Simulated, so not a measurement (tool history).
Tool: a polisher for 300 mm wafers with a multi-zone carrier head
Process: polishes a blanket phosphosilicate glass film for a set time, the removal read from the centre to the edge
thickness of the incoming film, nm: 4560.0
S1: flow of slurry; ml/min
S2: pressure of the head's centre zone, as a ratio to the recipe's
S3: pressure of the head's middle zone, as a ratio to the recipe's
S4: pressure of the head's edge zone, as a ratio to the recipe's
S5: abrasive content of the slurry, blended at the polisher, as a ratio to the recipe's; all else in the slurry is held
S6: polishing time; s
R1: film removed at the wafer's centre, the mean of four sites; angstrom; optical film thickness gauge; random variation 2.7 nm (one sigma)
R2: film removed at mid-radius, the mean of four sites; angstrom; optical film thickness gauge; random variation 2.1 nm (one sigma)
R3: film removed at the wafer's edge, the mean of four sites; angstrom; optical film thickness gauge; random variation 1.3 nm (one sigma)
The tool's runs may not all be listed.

run,day,S1,S2,S3,S4,S5,S6,R1,R2,R3
1,0,250,1,1,1,1,47,2482.4,2616.8,2634.7
2,0.029,250,1.01,1,0.98,0.95,46,2407.7,2469.6,2461.8
3,0.196,250,1.01,1,0.98,0.95,55,2964.7,2913.8,2935
4,0.392,300,1.01,1,0.98,0.95,55,2940.5,3004.3,3007.1
5,0.696,295,1.01,1,0.96,0.9,54,2838.9,2897.9,2813.2
6,0.929,290,1,0.99,0.94,0.85,53,2628.3,2669.8,2634.5

Run 7 comes next. What will it give?
7,1.217,285,1,0.99,0.92,0.8,52,?,?,?

{"run 7": {"R1": 2449.2, "R2": 2535.7, "R3": 2478.2}}

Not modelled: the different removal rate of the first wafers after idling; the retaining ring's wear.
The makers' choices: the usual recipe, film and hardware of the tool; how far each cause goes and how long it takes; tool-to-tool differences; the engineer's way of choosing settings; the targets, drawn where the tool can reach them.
